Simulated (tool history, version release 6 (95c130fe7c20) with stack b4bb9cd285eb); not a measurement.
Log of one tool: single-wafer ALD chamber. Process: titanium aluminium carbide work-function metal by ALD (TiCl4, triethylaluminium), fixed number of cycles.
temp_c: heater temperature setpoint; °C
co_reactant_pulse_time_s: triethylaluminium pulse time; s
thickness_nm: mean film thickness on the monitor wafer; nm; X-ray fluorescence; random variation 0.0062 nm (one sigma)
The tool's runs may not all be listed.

{"run": 1, "day": 0.0, "temp_c": 305, "co_reactant_pulse_time_s": 12.14, "thickness_nm": 2.0735}
{"run": 2, "day": 0.175, "temp_c": 305, "co_reactant_pulse_time_s": 14.54, "thickness_nm": 2.098}
{"run": 3, "day": 0.492, "temp_c": 298, "co_reactant_pulse_time_s": 11.72, "thickness_nm": 1.9756}
{"run": 4, "day": 0.567, "temp_c": 293, "co_reactant_pulse_time_s": 9.68, "thickness_nm": 1.8787}
{"run": 5, "day": 0.783, "temp_c": 288, "co_reactant_pulse_time_s": 9.68, "thickness_nm": 1.8244}
{"run": 6, "day": 1.125, "temp_c": 288, "co_reactant_pulse_time_s": 12.99, "thickness_nm": 1.9111}

Run 7 is up next; what results do you expect?
{"run": 7, "day": 1.362, "temp_c": 288, "co_reactant_pulse_time_s": 12.99, "thickness_nm": "?"}

{"run 7": {"thickness_nm": 1.9072}}

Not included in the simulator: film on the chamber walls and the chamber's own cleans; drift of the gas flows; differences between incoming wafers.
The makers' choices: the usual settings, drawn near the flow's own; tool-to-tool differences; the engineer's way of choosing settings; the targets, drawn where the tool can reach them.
